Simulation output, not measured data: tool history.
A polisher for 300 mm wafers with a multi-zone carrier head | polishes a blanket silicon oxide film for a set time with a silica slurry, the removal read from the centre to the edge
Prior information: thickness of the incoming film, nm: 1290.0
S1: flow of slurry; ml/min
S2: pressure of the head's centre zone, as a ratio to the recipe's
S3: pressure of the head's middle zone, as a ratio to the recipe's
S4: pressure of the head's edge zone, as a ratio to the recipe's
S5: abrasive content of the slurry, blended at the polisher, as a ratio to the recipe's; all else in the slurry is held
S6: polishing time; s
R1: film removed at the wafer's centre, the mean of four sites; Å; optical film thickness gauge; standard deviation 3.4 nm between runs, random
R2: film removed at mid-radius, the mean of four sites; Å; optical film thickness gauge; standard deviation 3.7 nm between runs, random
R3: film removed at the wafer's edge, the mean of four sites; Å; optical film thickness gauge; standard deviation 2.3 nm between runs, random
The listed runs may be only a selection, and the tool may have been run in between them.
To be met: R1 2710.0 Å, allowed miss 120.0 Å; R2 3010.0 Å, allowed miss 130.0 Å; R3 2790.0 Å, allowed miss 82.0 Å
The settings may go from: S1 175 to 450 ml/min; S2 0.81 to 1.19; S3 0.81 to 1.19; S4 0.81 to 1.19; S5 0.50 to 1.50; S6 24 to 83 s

run  hour   S1    S2    S3    S4    S5  S6      R1      R2      R3
  1   0.0  290  1.00  1.00  1.00  1.00  53  2436.5  2347.3  2340.0
  2   8.0  290  0.95  1.00  1.00  1.00  53  2245.6  2311.6  2328.1
  3  13.3  295  0.96  1.03  1.03  1.05  53  2339.1  2391.2  2421.4
  4  21.2  295  0.96  1.06  1.03  1.10  53  2333.7  2546.2  2427.2
  5  25.3  295  1.03  1.06  1.03  1.10  53  2507.8  2540.4  2442.2
  6  32.7  300  1.03  1.08  1.05  1.15  53  2614.2  2549.0  2482.5
  7  39.8  300  1.01  1.10  1.05  1.20  53  2509.5  2624.4  2536.7
  8  41.3  300  1.01  1.12  1.05  1.25  53  2593.5  2747.1  2532.5
  9  43.4  300  1.00  1.13  1.06  1.30  53  2608.6  2795.2  2599.2
 10  48.1  300  1.00  1.14  1.07  1.35  53  2655.5  2834.9  2660.5
 11  51.4  300  1.00  1.15  1.08  1.35  53  2682.6  2978.7  2679.7
 12  58.3  300  1.00  1.14  1.09  1.35  53  2628.1  2940.3  2696.6

Of the 4 settings listed for the next run, only one would bring every result within its allowed miss of target. Which one?
  A  65.2  285  1.01  1.07  1.10  1.50  57   ?   ?   ?
  B  65.2  250  0.97  1.14  1.05  1.30  58   ?   ?   ?
  C  65.2  355  1.00  1.19  1.09  1.45  58   ?   ?   ?
  D  65.2  305  0.90  1.18  1.14  1.50  53   ?   ?   ?

move      R1      R2      R3
   A  2955.9  3041.5  2977.3
   B  2734.5  3091.0  2808.8
   C  3002.2  3408.7  3016.4
   D  2476.7  3093.2  2821.8
A: takes the result that was furthest off past its target
B: all results land within tolerance of their targets
C: takes the result that was furthest off past its target
D: gets the furthest-off result to its target, but another result is out of tolerance
B meets every target.

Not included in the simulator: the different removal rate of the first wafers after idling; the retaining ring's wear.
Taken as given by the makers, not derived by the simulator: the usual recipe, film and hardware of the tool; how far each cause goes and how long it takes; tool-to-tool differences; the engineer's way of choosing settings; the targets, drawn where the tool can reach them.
